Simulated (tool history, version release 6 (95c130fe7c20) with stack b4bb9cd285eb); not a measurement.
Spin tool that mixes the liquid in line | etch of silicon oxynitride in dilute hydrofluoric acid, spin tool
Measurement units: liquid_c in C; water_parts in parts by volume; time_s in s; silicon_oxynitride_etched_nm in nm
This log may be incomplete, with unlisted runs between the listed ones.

Run 1, hour 0.0: liquid_c 24.0 C, water_parts 125 parts by volume, time_s 325 s. Result: silicon_oxynitride_etched_nm 5.1173 nm.
Run 2, hour 8.9: liquid_c 24.0 C, water_parts 150 parts by volume, time_s 325 s. Result: silicon_oxynitride_etched_nm 4.1504 nm.
Run 3, hour 14.7: liquid_c 23.0 C, water_parts 155 parts by volume, time_s 325 s. Result: silicon_oxynitride_etched_nm 3.8204 nm.
Run 4, hour 19.3: liquid_c 23.0 C, water_parts 155 parts by volume, time_s 325 s. Result: silicon_oxynitride_etched_nm 3.8084 nm.
At hour 21.4: hydrofluoric acid flow meter replaced.
Run 5, hour 21.4: liquid_c 23.0 C, water_parts 155 parts by volume, time_s 325 s. Result: silicon_oxynitride_etched_nm 3.5284 nm.
Run 6, hour 22.2: liquid_c 20.0 C, water_parts 155 parts by volume, time_s 325 s. Result: silicon_oxynitride_etched_nm 3.0901 nm.
Run 7, hour 28.6: liquid_c 19.5 C, water_parts 155 parts by volume, time_s 325 s. Result: silicon_oxynitride_etched_nm 3.0131 nm.
Run 8, hour 36.0: liquid_c 19.0 C, water_parts 155 parts by volume, time_s 325 s. Result: silicon_oxynitride_etched_nm 2.9712 nm.
Run 9, hour 37.6: liquid_c 18.0 C, water_parts 160 parts by volume, time_s 325 s. Result: silicon_oxynitride_etched_nm 2.7711 nm.

Run 10 comes next. What will it give?
Run 10, hour 41.2: liquid_c 17.5 C, water_parts 165 parts by volume, time_s 325 s. Result: silicon_oxynitride_etched_nm ?.

Run 10 gave silicon_oxynitride_etched_nm 2.5497 nm.

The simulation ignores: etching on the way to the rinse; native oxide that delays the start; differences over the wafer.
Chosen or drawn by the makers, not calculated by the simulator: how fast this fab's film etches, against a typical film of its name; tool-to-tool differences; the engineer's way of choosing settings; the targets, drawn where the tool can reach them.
